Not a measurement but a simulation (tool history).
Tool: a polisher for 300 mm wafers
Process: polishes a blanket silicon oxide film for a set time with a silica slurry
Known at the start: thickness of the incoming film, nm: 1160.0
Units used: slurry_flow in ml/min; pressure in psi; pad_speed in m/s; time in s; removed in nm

run,day,slurry_flow,pressure,pad_speed,slurry_solids,time,removed
1,0,265,3.6,1.52,1,57,214.35
2,0.1,265,3.6,1.72,1,57,238.27
3,0.471,265,3.6,1.72,1,57,236.19
4,0.612,265,3,1.52,1,57,188.01
5,0.692,300,3,1.52,1,57,184.93
6,0.971,300,3.8,1.52,1,57,225.56
7,1.246,300,3.8,1.52,1,57,226.25
8,1.329,300,3.2,1.32,1,57,174.23
9,1.583,300,2.8,1.2,1,57,144.1

Forecast run 10:
10,1.771,300,2.5,1.14,1,57,?

{"run 10": {"removed": 126.27}}
